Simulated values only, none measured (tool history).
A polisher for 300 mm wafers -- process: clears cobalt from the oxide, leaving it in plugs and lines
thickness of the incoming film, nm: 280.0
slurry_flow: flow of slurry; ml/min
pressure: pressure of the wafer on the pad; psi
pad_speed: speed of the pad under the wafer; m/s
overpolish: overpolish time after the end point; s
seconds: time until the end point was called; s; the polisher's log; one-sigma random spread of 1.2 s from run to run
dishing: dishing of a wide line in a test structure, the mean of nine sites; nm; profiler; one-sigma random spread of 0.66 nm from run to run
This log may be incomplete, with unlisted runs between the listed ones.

Run 1, hour 0.0: slurry_flow 155 ml/min, pressure 1.5 psi, pad_speed 1.30 m/s, overpolish 13 s. Result: seconds 71.045 s, dishing 31.581 nm.
Run 2, hour 4.4: slurry_flow 130 ml/min, pressure 1.5 psi, pad_speed 1.30 m/s, overpolish 13 s. Result: seconds 74.707 s, dishing 31.242 nm.
Run 3, hour 13.1: slurry_flow 130 ml/min, pressure 1.3 psi, pad_speed 1.30 m/s, overpolish 13 s. Result: seconds 83.184 s, dishing 29.146 nm.
Run 4, hour 13.6: slurry_flow 130 ml/min, pressure 1.3 psi, pad_speed 1.56 m/s, overpolish 13 s. Result: seconds 73.636 s, dishing 30.968 nm.
Run 5, hour 19.8: slurry_flow 130 ml/min, pressure 1.3 psi, pad_speed 1.56 m/s, overpolish 14 s. Result: seconds 73.416 s, dishing 33.216 nm.
Run 6, hour 23.3: slurry_flow 130 ml/min, pressure 1.6 psi, pad_speed 1.56 m/s, overpolish 14 s. Result: seconds 59.620 s, dishing 37.046 nm.
Run 7, hour 27.6: slurry_flow 130 ml/min, pressure 1.6 psi, pad_speed 1.56 m/s, overpolish 14 s. Result: seconds 58.798 s, dishing 37.683 nm.
Run 8, hour 36.5: slurry_flow 130 ml/min, pressure 1.6 psi, pad_speed 1.56 m/s, overpolish 15 s. Result: seconds 59.858 s, dishing 38.190 nm.
Run 9, hour 38.3: slurry_flow 130 ml/min, pressure 1.6 psi, pad_speed 1.56 m/s, overpolish 16 s. Result: seconds 61.182 s, dishing 39.296 nm.

For run 10, what comes out?
Run 10, hour 43.4: slurry_flow 125 ml/min, pressure 1.5 psi, pad_speed 1.56 m/s, overpolish 18 s. Result: seconds ?, dishing ?.

Run 10 measured seconds 63.702 s, dishing 41.232 nm.
